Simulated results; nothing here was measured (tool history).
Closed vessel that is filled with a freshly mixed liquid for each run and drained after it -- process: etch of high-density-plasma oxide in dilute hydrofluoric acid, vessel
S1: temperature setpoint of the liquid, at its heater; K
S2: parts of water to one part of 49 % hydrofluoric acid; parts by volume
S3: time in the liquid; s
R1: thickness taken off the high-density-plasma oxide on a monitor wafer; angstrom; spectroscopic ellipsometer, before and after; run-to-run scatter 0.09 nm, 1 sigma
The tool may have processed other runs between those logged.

{"run": 1, "day": 0.0, "S1": 299.15, "S2": 60, "S3": 50, "R1": 55.873}
{"run": 2, "day": 0.058, "S1": 300.65, "S2": 55, "S3": 50, "R1": 65.102}
{"run": 3, "day": 0.104, "S1": 301.65, "S2": 55, "S3": 50, "R1": 67.258}
{"run": 4, "day": 0.3, "S1": 301.65, "S2": 55, "S3": 50, "R1": 67.156}
{"run": 5, "day": 0.529, "S1": 302.65, "S2": 55, "S3": 50, "R1": 71.056}
{"run": 6, "day": 0.85, "S1": 305.65, "S2": 55, "S3": 50, "R1": 78.844}
{"run": 7, "day": 0.912, "S1": 305.65, "S2": 55, "S3": 50, "R1": 77.3}
{"run": 8, "day": 1.038, "S1": 306.15, "S2": 55, "S3": 50, "R1": 79.827}
{"run": 9, "day": 1.4, "S1": 306.15, "S2": 55, "S3": 50, "R1": 79.867}
{"run": 10, "day": 1.458, "S1": 306.65, "S2": 50, "S3": 50, "R1": 89.229}

Run 11 is up next; what results do you expect?
{"run": 11, "day": 1.6, "S1": 307.15, "S2": 50, "S3": 50, "R1": "?"}

{"run 11": {"R1": 91.121}}

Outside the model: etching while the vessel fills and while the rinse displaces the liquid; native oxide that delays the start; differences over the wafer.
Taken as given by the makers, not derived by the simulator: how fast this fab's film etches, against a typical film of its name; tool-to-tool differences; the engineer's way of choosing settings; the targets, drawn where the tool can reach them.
